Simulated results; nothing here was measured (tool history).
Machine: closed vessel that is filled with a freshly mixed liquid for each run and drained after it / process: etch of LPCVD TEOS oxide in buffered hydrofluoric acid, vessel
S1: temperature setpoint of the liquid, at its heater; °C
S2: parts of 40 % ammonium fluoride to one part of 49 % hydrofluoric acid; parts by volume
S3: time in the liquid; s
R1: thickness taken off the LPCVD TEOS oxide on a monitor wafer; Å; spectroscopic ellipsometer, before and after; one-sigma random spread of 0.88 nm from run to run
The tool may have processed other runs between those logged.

run	hour	S1	S2	S3	R1
1	0	25	13	90	2271.8
2	1.7	25	13	90	2263.1
3	10.5	24.5	13	90	2212.8
4	17.4	24.5	10	90	2861.6
5	24.1	23.5	10	90	2715.7
6	28.7	22.5	10	90	2539.4
7	34.1	22.5	10	90	2572.8
8	40.6	21.5	10	90	2440.1
9	45.1	17.5	10	90	1940

Run 10 has not been measured yet. What should we expect?
10	53.2	18	10	90	?

{"run 10": {"R1": 1991.7}}

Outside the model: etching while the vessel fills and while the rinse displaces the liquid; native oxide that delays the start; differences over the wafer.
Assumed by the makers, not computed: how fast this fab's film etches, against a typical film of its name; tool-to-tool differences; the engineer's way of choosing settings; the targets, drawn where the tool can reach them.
